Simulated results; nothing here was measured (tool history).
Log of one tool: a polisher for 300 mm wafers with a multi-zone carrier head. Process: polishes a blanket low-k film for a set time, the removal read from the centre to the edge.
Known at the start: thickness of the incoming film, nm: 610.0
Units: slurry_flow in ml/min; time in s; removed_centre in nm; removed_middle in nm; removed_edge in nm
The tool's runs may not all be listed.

Run 1, hour 0.0: slurry_flow 235 ml/min, centre_zone 1.00, middle_zone 1.00, edge_zone 1.00, slurry_solids 1.00, time 37 s. Result: removed_centre 14.134 nm, removed_middle 14.599 nm, removed_edge 14.218 nm.
Run 2, hour 8.4: slurry_flow 235 ml/min, centre_zone 1.00, middle_zone 1.04, edge_zone 1.00, slurry_solids 1.00, time 37 s. Result: removed_centre 14.077 nm, removed_middle 14.902 nm, removed_edge 14.491 nm.
Run 3, hour 17.1: slurry_flow 220 ml/min, centre_zone 0.97, middle_zone 0.98, edge_zone 1.04, slurry_solids 0.95, time 37 s. Result: removed_centre 13.530 nm, removed_middle 14.143 nm, removed_edge 14.690 nm.
Run 4, hour 20.8: slurry_flow 210 ml/min, centre_zone 0.94, middle_zone 0.94, edge_zone 1.03, slurry_solids 0.90, time 37 s. Result: removed_centre 12.762 nm, removed_middle 13.208 nm, removed_edge 14.148 nm.
Run 5, hour 27.3: slurry_flow 200 ml/min, centre_zone 0.92, middle_zone 0.92, edge_zone 1.02, slurry_solids 0.90, time 37 s. Result: removed_centre 12.481 nm, removed_middle 12.984 nm, removed_edge 14.046 nm.
Run 6, hour 35.3: slurry_flow 200 ml/min, centre_zone 0.92, middle_zone 0.92, edge_zone 0.95, slurry_solids 0.90, time 37 s. Result: removed_centre 12.402 nm, removed_middle 12.966 nm, removed_edge 13.614 nm.
Run 7, hour 41.3: slurry_flow 195 ml/min, centre_zone 0.91, middle_zone 0.90, edge_zone 0.96, slurry_solids 0.90, time 37 s. Result: removed_centre 12.185 nm, removed_middle 12.794 nm, removed_edge 13.601 nm.
Run 8, hour 43.7: slurry_flow 190 ml/min, centre_zone 0.90, middle_zone 0.88, edge_zone 0.97, slurry_solids 0.90, time 37 s. Result: removed_centre 11.963 nm, removed_middle 12.495 nm, removed_edge 13.206 nm.

The next listed run, before its measurement:
Run 9, hour 50.6: slurry_flow 185 ml/min, centre_zone 0.89, middle_zone 0.87, edge_zone 1.00, slurry_solids 0.90, time 37 s. Result: removed_centre ?, removed_middle ?, removed_edge ?.

removed_centre: 11.834 nm
removed_middle: 12.356 nm
removed_edge: 13.610 nm
